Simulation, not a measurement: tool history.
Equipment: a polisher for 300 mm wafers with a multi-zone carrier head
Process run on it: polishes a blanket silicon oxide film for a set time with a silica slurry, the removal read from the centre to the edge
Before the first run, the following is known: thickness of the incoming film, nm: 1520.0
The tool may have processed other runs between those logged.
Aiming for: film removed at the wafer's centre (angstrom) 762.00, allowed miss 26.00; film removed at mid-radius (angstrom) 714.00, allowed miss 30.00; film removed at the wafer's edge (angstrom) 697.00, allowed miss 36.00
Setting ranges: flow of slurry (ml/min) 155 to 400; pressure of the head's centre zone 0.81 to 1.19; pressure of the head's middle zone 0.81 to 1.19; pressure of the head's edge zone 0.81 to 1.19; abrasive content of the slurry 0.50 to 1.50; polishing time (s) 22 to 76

run,hour,flow of slurry (ml/min),pressure of the head's centre zone,pressure of the head's middle zone,pressure of the head's edge zone,abrasive content of the slurry,polishing time (s),film removed at the wafer's centre (angstrom),film removed at mid-radius (angstrom),film removed at the wafer's edge (angstrom)
1,0.0,255,1.00,1.00,1.00,1.00,49,1307.80,1350.00,1323.70
2,6.8,255,1.00,1.00,1.00,1.00,56,1481.50,1547.50,1497.50
3,7.8,255,1.01,0.98,0.96,0.85,48,1213.60,1184.70,1181.50
4,11.4,255,1.01,0.98,0.96,0.85,58,1463.20,1472.70,1473.00
5,13.9,260,1.01,0.99,0.94,0.75,49,1192.40,1187.50,1159.40
6,22.7,265,1.01,0.98,0.92,0.65,43,1009.30,990.29,952.56
7,29.0,270,1.00,0.96,0.90,0.60,40,869.74,880.88,861.59
8,29.7,270,1.02,0.95,0.88,0.55,38,834.16,800.34,773.97
9,35.9,240,0.98,0.89,0.81,0.50,37,714.29,703.53,681.39

Consider the 5 candidate settings below. Which is the only one whose results all fall within their allowed miss of target?
A,42.1,280,0.93,1.01,0.81,0.50,34,?,?,?
B,42.1,215,0.93,1.03,0.81,0.50,35,?,?,?
C,42.1,245,1.00,0.91,0.81,0.55,36,?,?,?
D,42.1,195,0.92,0.98,0.81,0.65,33,?,?,?
E,42.1,210,0.93,1.03,0.81,0.55,34,?,?,?

move,film removed at the wafer's centre (angstrom),film removed at mid-radius (angstrom),film removed at the wafer's edge (angstrom)
A,655.21,728.98,637.68
B,649.09,736.98,639.41
C,761.28,722.85,694.02
D,660.63,728.71,662.54
E,652.55,741.21,643.69
A: misses by more than the last run did
B: misses by more than the last run did
C: all results in spec
D: misses by more than the last run did
E: misses by more than the last run did
The move that meets every target is C.

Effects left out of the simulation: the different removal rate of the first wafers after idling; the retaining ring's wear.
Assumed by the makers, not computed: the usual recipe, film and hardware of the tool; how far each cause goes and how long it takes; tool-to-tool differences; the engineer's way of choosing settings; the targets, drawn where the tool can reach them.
